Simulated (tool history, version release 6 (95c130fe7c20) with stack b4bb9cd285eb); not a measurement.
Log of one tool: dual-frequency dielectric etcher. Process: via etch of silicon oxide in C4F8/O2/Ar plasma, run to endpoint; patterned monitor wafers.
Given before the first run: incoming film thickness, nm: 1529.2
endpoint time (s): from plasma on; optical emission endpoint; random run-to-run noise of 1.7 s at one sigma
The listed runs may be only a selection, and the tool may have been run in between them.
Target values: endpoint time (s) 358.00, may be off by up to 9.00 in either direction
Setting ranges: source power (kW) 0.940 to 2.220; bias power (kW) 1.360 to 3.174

| run | day | source power (kW) | bias power (kW) | endpoint time (s) |
|---|---|---|---|---|
| 1 | 0.000 | 1.580 | 2.267 | 311.07 |
| 2 | 0.154 | 1.510 | 2.234 | 314.33 |
| 3 | 0.350 | 1.330 | 2.234 | 325.82 |
| 4 | 0.492 | 1.330 | 2.405 | 319.83 |
| 5 | 0.850 | 1.280 | 2.348 | 324.48 |
| 6 | 0.958 | 1.280 | 2.755 | 312.16 |
| 7 | 1.042 | 1.230 | 2.651 | 322.59 |
| 8 | 1.233 | 1.190 | 2.586 | 328.23 |
| 9 | 1.508 | 1.150 | 2.553 | 325.51 |

5 candidate next runs follow, results not yet known. Just one meets every target within its allowed miss. Identify it.
| A | 1.783 | 1.580 | 3.066 | ? |
| B | 1.783 | 1.550 | 2.952 | ? |
| C | 1.783 | 1.490 | 3.055 | ? |
| D | 1.783 | 0.950 | 2.121 | ? |
| E | 1.783 | 0.940 | 1.871 | ? |

| move | endpoint time (s) |
|---|---|
| A | 286.19 |
| B | 290.68 |
| C | 291.43 |
| D | 361.40 |
| E | 373.07 |
A: its largest miss is bigger than the last run's
B: its largest miss is bigger than the last run's
C: its largest miss is bigger than the last run's
D: every result within its allowed miss
E: takes the result that was furthest off past its target
The right move is D.

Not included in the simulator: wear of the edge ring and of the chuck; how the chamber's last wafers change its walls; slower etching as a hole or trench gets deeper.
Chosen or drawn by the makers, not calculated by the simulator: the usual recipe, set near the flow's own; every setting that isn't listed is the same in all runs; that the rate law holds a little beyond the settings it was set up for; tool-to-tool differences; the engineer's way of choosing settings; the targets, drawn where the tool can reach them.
